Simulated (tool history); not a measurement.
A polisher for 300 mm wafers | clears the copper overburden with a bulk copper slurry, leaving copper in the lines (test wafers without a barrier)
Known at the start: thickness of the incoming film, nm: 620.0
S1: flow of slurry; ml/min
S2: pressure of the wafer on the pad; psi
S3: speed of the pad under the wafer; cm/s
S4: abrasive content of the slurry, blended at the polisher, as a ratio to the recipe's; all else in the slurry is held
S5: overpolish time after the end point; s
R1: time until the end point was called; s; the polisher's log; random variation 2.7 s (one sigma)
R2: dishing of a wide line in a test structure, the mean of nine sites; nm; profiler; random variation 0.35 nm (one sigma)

run  hour   S1   S2   S3    S4  S5       R1      R2
  1   0.0  230  1.8  112  1.00  23   91.130  53.699
  2   2.8  230  1.5  110  1.00  18   99.349  43.874
  3  10.3  230  1.5   96  1.00  18  114.420  41.511
  4  17.8  230  1.7   96  1.00  18  104.610  43.600
  5  21.0  265  1.4   86  1.15  15  122.110  37.199
  6  23.2  265  1.4   86  1.30  15  116.900  36.372
  7  30.2  230  1.2   86  1.35  13  130.570  31.864
  8  35.5  205  1.1   88  1.40  11  140.060  25.941

The next listed run, before its measurement:
  9  41.6  185  1.0  94  1.45  10   ?   ?

Run 9 gave R1 136.760 s, R2 23.529 nm.
